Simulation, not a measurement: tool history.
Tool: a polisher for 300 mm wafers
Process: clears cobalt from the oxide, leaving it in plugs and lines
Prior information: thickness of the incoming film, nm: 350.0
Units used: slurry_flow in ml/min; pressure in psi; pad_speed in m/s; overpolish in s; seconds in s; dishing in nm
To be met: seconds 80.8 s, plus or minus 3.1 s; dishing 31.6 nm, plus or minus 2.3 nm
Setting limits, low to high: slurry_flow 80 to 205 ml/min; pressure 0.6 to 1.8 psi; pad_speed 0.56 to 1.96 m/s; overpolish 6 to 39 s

run,hour,slurry_flow,pressure,pad_speed,overpolish,seconds,dishing
1,0,135,1.2,1.26,20,93.137,49.038
2,5.5,155,1.2,1.26,20,91.555,51.253
3,11,125,1.2,1.26,20,93.374,50.561
4,15.1,140,1.2,1.26,17,93.427,45.471
5,22,125,1.2,1.26,15,93.601,41.714
6,25.4,115,1.2,1.26,13,94.953,35.835
7,27.3,115,1.2,1.26,12,94.311,34.522
8,36.4,115,1.2,1.26,11,95.316,30.859
9,42.5,120,1.3,1.26,10,89.167,33.323
10,49.8,100,1.4,1.36,6,79.79,22.62
11,55.2,110,1.4,1.36,7,78.307,25.917
12,60,130,1.3,1.36,12,80.828,38.251
13,68.7,125,1.3,1.36,12,80.123,39.245
14,75.3,120,1.3,1.36,12,82.733,38.315
# hour 77.9: head pressure recalibrated
15,77.9,120,1.3,1.34,12,79.829,39.628
16,81.5,110,1.3,1.36,6,79.484,22.805
17,87,115,1.3,1.34,7,79.306,27.246

5 next moves are on the table. One of them brings every result within its allowed miss. Which?
A,92.5,100,1.7,1.02,9,?,?
B,92.5,80,1.5,1.26,6,?,?
C,92.5,110,1.6,1.18,7,?,?
D,92.5,125,1.5,1.24,8,?,?
E,92.5,120,1.7,1,11,?,?

move,seconds,dishing
A,82.369,31.025
B,81.002,22.511
C,75.331,27.221
D,74.711,30.527
E,80.776,36.752
A: each result inside its tolerance
B: further off than the last run
C: no better and no worse than the last run
D: puts the biggest miss on target and leaves a different result outside tolerance
E: carries the result that was furthest off beyond its target, to the other side
Go with A: it meets all targets.
